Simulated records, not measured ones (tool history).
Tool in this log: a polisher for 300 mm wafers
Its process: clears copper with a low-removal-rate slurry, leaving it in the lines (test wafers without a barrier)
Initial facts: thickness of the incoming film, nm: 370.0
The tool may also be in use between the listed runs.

run  hour  flow of slurry (ml/min)  pressure of the wafer on the pad (psi)  speed of the pad under the wafer (m/s)  abrasive content of the slurry  overpolish time after the end point (s)  time until the end point was called (s)  dishing of a wide line in a test structure (nm)
  1   0.0                      160                                     2.9                                    0.88                             1.0                                       10                                   146.73                                           16.305
  2   3.0                      160                                     3.0                                    0.88                             1.0                                        9                                   143.67                                           15.458
  3   4.0                      160                                     3.1                                    0.88                             1.0                                        8                                   145.13                                           14.749
  4   8.5                      160                                     3.1                                    0.92                             1.0                                        7                                   139.07                                           12.953
  5  14.9                      160                                     3.2                                    0.94                             1.0                                        7                                   131.77                                           13.912
  6  21.9                      160                                     3.2                                    0.94                             1.1                                        7                                   127.62                                           13.881
  7  30.6                      160                                     3.3                                    0.94                             1.1                                        7                                   122.93                                           14.121
  8  35.0                      160                                     3.4                                    0.94                             1.1                                        7                                   124.25                                           14.261

Forecast run 9:
  9  43.0                      160                                     3.5                                    0.94                             1.1                                        7                                        ?                                                ?

{"run 9": {"time until the end point was called (s)": 117.61, "dishing of a wide line in a test structure (nm)": 15.157}}
